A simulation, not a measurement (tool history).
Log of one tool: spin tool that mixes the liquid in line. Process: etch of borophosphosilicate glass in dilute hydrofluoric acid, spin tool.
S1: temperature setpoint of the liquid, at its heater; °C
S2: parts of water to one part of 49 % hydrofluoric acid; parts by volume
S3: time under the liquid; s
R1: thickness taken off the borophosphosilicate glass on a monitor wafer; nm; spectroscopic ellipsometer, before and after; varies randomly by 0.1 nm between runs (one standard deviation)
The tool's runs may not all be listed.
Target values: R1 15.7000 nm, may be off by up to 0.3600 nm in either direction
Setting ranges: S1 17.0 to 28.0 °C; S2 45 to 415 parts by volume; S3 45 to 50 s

run	day	S1	S2	S3	R1
1	0.000	20.0	230	45	8.4763
2	0.125	23.0	230	45	9.5894
3	0.208	23.0	290	45	7.0445
4	0.367	23.0	340	45	5.7746
5	0.433	23.0	380	45	5.0692
6	0.638	24.5	305	45	7.0880
7	0.917	25.5	255	45	9.2041
8	0.954	26.0	225	45	10.8030
9	1.075	26.0	225	45	11.0090
10	1.175	26.0	225	45	10.8160
11	1.246	26.5	205	45	12.5310
12	1.408	27.0	195	45	13.5020
13	1.646	28.0	170	45	16.6290
14	2.008	27.5	170	45	16.1590

Consider the 4 candidate settings below. Which is the only one whose results all fall within their allowed miss of target?
A	2.371	28.0	185	50	?
B	2.371	28.0	195	50	?
C	2.371	27.5	165	45	?
D	2.371	26.5	160	45	?

move	R1
A	16.7000
B	15.6560
C	16.9540
D	16.9550
A: misses by more than the last run did
B: every result lands within tolerance
C: misses by more than the last run did
D: misses by more than the last run did
The right move is B.

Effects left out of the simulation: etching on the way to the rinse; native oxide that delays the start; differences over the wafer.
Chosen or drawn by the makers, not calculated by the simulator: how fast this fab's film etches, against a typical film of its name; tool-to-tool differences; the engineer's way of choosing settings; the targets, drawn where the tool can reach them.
